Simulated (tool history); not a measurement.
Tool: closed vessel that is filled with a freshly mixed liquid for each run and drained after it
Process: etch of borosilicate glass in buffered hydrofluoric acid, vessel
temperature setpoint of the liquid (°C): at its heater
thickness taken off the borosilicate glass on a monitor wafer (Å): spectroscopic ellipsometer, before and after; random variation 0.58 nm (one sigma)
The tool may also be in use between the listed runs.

run	day	temperature setpoint of the liquid (°C)	parts of 40 % ammonium fluoride to one part of 49 % hydrofluoric acid (parts by volume)	time in the liquid (s)	thickness taken off the borosilicate glass on a monitor wafer (Å)
1	0.000	23.0	13.0	110	1093.70
2	0.100	23.0	13.0	110	1070.70
3	0.271	22.0	13.0	110	1011.10
4	0.642	21.5	13.0	110	988.80
5	0.821	23.5	13.0	110	1112.80
6	1.167	23.5	13.0	120	1212.60
7	1.379	22.5	13.5	120	1108.00

Run 8 comes next. What will it give?
8	1.642	18.5	16.5	120	?

{"run 8": {"thickness taken off the borosilicate glass on a monitor wafer (Å)": 720.62}}
